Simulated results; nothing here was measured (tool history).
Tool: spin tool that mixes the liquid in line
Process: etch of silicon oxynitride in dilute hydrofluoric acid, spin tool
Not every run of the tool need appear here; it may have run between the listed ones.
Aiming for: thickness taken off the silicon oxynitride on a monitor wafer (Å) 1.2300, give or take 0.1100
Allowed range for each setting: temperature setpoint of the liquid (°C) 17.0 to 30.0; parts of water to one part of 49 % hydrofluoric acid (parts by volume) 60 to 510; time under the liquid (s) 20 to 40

run  hour  temperature setpoint of the liquid (°C)  parts of water to one part of 49 % hydrofluoric acid (parts by volume)  time under the liquid (s)  thickness taken off the silicon oxynitride on a monitor wafer (Å)
  1   0.0                                     22.0                                                                     285                         40                                                             2.1123
  2   7.5                                     22.0                                                                     285                         20                                                             1.0032
  3  13.3                                     22.5                                                                     280                         20                                                             1.0581
  4  14.0                                     22.0                                                                     275                         20                                                             1.0441
  5  19.0                                     22.0                                                                     275                         40                                                             2.1203
  6  24.3                                     22.0                                                                     290                         40                                                             1.9839
  7  26.2                                     22.0                                                                     290                         35                                                             1.6981
  8  34.3                                     22.0                                                                     300                         30                                                             1.4448
  9  43.2                                     22.0                                                                     310                         30                                                             1.3069
 10  48.9                                     22.0                                                                     315                         30                                                             1.3354

Of the 4 settings listed for the next run, only one would bring every result within its allowed miss of target. Which one?
  A  54.6                                     23.0                                                                     285                         30                                                                  ?
  B  54.6                                     22.5                                                                     285                         30                                                                  ?
  C  54.6                                     25.0                                                                     270                         20                                                                  ?
  D  54.6                                     23.5                                                                     290                         30                                                                  ?

move  thickness taken off the silicon oxynitride on a monitor wafer (Å)
   A                                                             1.6176
   B                                                             1.5829
   C                                                             1.2531
   D                                                             1.6188
A: lands further from the targets than the last run did
B: lands further from the targets than the last run did
C: all results land within tolerance of their targets
D: lands further from the targets than the last run did
C meets every target.
